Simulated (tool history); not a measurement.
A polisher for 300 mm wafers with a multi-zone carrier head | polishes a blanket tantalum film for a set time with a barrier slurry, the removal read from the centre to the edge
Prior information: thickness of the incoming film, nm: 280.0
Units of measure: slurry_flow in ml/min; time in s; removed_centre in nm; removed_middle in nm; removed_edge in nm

{"run": 1, "hour": 0.0, "slurry_flow": 250, "centre_zone": 1, "middle_zone": 1, "edge_zone": 1, "slurry_solids": 1, "time": 60, "removed_centre": 101.35, "removed_middle": 105.68, "removed_edge": 101.93}
{"run": 2, "hour": 7.3, "slurry_flow": 250, "centre_zone": 1, "middle_zone": 1, "edge_zone": 1.02, "slurry_solids": 1.05, "time": 61, "removed_centre": 105.34, "removed_middle": 106.93, "removed_edge": 106.68}
{"run": 3, "hour": 11.5, "slurry_flow": 250, "centre_zone": 1, "middle_zone": 1, "edge_zone": 1.02, "slurry_solids": 1.2, "time": 61, "removed_centre": 109.83, "removed_middle": 112.04, "removed_edge": 109.5}
{"run": 4, "hour": 16.3, "slurry_flow": 250, "centre_zone": 0.99, "middle_zone": 1, "edge_zone": 1.04, "slurry_solids": 1.25, "time": 62, "removed_centre": 113.01, "removed_middle": 114.88, "removed_edge": 115.9}
{"run": 5, "hour": 20.5, "slurry_flow": 250, "centre_zone": 0.95, "middle_zone": 1, "edge_zone": 1.04, "slurry_solids": 1.25, "time": 62, "removed_centre": 107.96, "removed_middle": 113.25, "removed_edge": 114.92}
{"run": 6, "hour": 22.7, "slurry_flow": 250, "centre_zone": 0.95, "middle_zone": 1, "edge_zone": 0.99, "slurry_solids": 1.25, "time": 62, "removed_centre": 107.4, "removed_middle": 112.96, "removed_edge": 110.6}

Run 7, settings as shown, results not yet in. Your forecast:
{"run": 7, "hour": 30.9, "slurry_flow": 250, "centre_zone": 0.95, "middle_zone": 1.01, "edge_zone": 1.01, "slurry_solids": 1.3, "time": 63, "removed_centre": "?", "removed_middle": "?", "removed_edge": "?"}

For run 7 the tool returned removed_centre 112.06 nm, removed_middle 117.28 nm, removed_edge 117.48 nm.
